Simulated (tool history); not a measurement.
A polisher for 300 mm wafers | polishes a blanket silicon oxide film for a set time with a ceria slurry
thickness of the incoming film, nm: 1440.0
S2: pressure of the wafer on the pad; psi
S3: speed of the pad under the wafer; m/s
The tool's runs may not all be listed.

Run 1, hour 0: flow of slurry (ml/min) 270, S2 2 psi, S3 1.04 m/s, polishing time (s) 45. Result: film removed (Å) 1225.5.
Run 2, hour 7.2: flow of slurry (ml/min) 230, S2 2 psi, S3 1.04 m/s, polishing time (s) 45. Result: film removed (Å) 1202.5.
Run 3, hour 13.8: flow of slurry (ml/min) 240, S2 2.1 psi, S3 1.04 m/s, polishing time (s) 45. Result: film removed (Å) 1290.3.
Run 4, hour 17.8: flow of slurry (ml/min) 240, S2 2.2 psi, S3 1.04 m/s, polishing time (s) 45. Result: film removed (Å) 1354.4.
Run 5, hour 26.9: flow of slurry (ml/min) 245, S2 2.3 psi, S3 1.04 m/s, polishing time (s) 45. Result: film removed (Å) 1399.5.
Run 6, hour 29.8: flow of slurry (ml/min) 245, S2 2.4 psi, S3 1.04 m/s, polishing time (s) 45. Result: film removed (Å) 1446.1.
Run 7, hour 35.3: flow of slurry (ml/min) 245, S2 2.5 psi, S3 1.04 m/s, polishing time (s) 45. Result: film removed (Å) 1522.2.
Run 8, hour 43.4: flow of slurry (ml/min) 245, S2 2.6 psi, S3 1.04 m/s, polishing time (s) 45. Result: film removed (Å) 1561.5.
Run 9, hour 46.8: flow of slurry (ml/min) 245, S2 2.7 psi, S3 1.04 m/s, polishing time (s) 45. Result: film removed (Å) 1633.2.

Run 10 comes next. What will it give?
Run 10, hour 53.2: flow of slurry (ml/min) 245, S2 2.8 psi, S3 1.04 m/s, polishing time (s) 45. Result: film removed (Å) ?.

Run 10 came out at film removed (Å) 1681.6.
